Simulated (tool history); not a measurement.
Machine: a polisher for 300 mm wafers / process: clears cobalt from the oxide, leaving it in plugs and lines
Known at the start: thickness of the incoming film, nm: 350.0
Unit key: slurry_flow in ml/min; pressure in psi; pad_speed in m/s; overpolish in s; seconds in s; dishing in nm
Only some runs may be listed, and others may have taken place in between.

run,hour,slurry_flow,pressure,pad_speed,overpolish,seconds,dishing
1,0,300,2.2,0.88,13,69.188,43.296
2,5.4,360,2.2,0.88,13,66.946,43.887
3,7.9,360,2.1,0.88,13,70.221,43.466
4,13.2,360,2,0.88,13,72.393,42.09
5,17.6,360,2.2,0.88,13,67.169,43.576
6,19.1,400,2.2,0.88,13,66.443,45.14
7,21,400,2.2,0.88,13,66.424,44.307

Run 8 is up next; what results do you expect?
8,25.2,400,1.6,0.86,15,?,?

seconds: 92.85 s
dishing: 40.314 nm
